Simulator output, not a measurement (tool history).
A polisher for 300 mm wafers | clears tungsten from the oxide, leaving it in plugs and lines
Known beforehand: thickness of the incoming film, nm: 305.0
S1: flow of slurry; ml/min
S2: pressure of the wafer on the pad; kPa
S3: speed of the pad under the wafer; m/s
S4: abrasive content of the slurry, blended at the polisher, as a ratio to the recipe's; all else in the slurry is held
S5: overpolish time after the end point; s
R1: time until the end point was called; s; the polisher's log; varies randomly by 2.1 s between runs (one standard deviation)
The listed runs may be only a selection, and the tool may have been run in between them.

Run 1, hour 0.0: S1 275 ml/min, S2 17.9 kPa, S3 1.30 m/s, S4 1.0, S5 9 s. Result: R1 73.202 s.
Run 2, hour 8.1: S1 275 ml/min, S2 17.9 kPa, S3 1.30 m/s, S4 1.1, S5 9 s. Result: R1 73.233 s.
Run 3, hour 16.3: S1 335 ml/min, S2 17.9 kPa, S3 1.30 m/s, S4 1.1, S5 9 s. Result: R1 69.026 s.
Run 4, hour 23.0: S1 290 ml/min, S2 17.9 kPa, S3 1.30 m/s, S4 1.1, S5 9 s. Result: R1 69.468 s.
Run 5, hour 31.4: S1 290 ml/min, S2 16.5 kPa, S3 1.26 m/s, S4 1.1, S5 9 s. Result: R1 79.490 s.
Run 6, hour 33.3: S1 290 ml/min, S2 13.1 kPa, S3 1.26 m/s, S4 1.1, S5 9 s. Result: R1 100.250 s.
Run 7, hour 34.2: S1 290 ml/min, S2 8.3 kPa, S3 1.22 m/s, S4 1.1, S5 9 s. Result: R1 157.440 s.

Run 8, settings as shown, results not yet in. Your forecast:
Run 8, hour 40.6: S1 290 ml/min, S2 8.3 kPa, S3 1.22 m/s, S4 1.1, S5 9 s. Result: R1 ?.

{"run 8": {"R1": 160.26}}

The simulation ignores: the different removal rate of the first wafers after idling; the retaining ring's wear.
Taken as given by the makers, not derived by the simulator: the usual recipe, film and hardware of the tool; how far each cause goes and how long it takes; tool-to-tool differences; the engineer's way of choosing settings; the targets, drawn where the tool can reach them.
